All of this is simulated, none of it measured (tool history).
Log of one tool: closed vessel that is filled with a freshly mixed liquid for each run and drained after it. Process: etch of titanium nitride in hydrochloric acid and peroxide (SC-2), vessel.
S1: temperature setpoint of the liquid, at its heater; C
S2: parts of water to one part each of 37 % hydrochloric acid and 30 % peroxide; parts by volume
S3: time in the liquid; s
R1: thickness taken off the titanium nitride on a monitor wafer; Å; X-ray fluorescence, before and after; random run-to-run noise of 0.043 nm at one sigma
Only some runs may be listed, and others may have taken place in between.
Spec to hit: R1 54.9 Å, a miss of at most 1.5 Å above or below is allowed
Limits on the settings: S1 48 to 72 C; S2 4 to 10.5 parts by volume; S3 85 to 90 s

run 1 hour=0 | S1=64 S2=5.5 S3=85 | R1=64.475
run 2 hour=1.8 | S1=64 S2=5.5 S3=85 | R1=65.259
run 3 hour=2.7 | S1=63.5 S2=5.5 S3=85 | R1=63.47
run 4 hour=7.3 | S1=63.5 S2=4.5 S3=85 | R1=72.939
run 5 hour=9 | S1=63.5 S2=4 S3=85 | R1=78.061
-- hour=17 chemicals flow meter replaced
run 6 hour=17 | S1=62.5 S2=4 S3=85 | R1=79.597
run 7 hour=17.9 | S1=60.5 S2=4 S3=85 | R1=70.256
run 8 hour=24.9 | S1=60.5 S2=4 S3=85 | R1=70.733
run 9 hour=26.7 | S1=59.5 S2=4 S3=85 | R1=66.524
run 10 hour=27.8 | S1=59.5 S2=4 S3=85 | R1=66.034
run 11 hour=30.6 | S1=58.5 S2=4 S3=85 | R1=62.143

Which single option among these 4 for the next run brings every result within its allowed miss of target? Just one does.
run A hour=33.4 | S1=55.5 S2=4 S3=85 | R1=?
run B hour=33.4 | S1=58 S2=5 S3=85 | R1=?
run C hour=33.4 | S1=55.5 S2=4 S3=90 | R1=?
run D hour=33.4 | S1=56 S2=4.5 S3=90 | R1=?

move=A R1=51.462
move=B R1=51.761
move=C R1=54.489
move=D R1=51.943
A: takes the biggest miss from the last run beyond its target
B: takes the biggest miss from the last run beyond its target
C: each result inside its tolerance
D: takes the biggest miss from the last run beyond its target
So the answer is move C, the one that meets all the targets.

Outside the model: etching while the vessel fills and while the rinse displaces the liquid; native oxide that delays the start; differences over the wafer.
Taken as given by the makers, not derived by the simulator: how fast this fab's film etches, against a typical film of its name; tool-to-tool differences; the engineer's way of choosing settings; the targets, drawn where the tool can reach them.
